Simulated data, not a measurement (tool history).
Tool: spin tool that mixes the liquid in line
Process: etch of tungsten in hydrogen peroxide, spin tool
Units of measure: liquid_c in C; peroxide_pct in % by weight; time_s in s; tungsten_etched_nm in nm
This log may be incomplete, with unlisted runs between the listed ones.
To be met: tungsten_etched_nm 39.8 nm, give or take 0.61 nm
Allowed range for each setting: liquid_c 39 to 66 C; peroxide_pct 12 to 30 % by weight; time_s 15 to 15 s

run,hour,liquid_c,peroxide_pct,time_s,tungsten_etched_nm
1,0,55,22.5,15,59.294
2,2,55,22.5,15,59.672
3,2.6,53,22.5,15,52.977
4,8.1,53,22.5,15,53.291
5,14.6,46,22.5,15,34.368
6,16.7,46,19.5,15,32.133
7,22.1,47,19.5,15,34.09
8,31.1,47.5,19.5,15,35.118
9,31.6,48,19.5,15,36.581
10,37.1,48.5,19.5,15,37.609
11,39.3,48.5,19.5,15,37.253
12,40.1,50,19.5,15,41.221

Exactly one of the 4 candidate moves below puts every result within its allowed miss. Which one?
A,40.9,48,22,15,?
B,40.9,51,15,15,?
C,40.9,49.5,17.5,15,?
D,40.9,50,18.5,15,?

move,tungsten_etched_nm
A,38.478
B,38.188
C,37.639
D,39.903
A: pushes the last run's worst result past its target
B: pushes the last run's worst result past its target
C: pushes the last run's worst result past its target
D: all results land within tolerance of their targets
Go with D: it meets all targets.
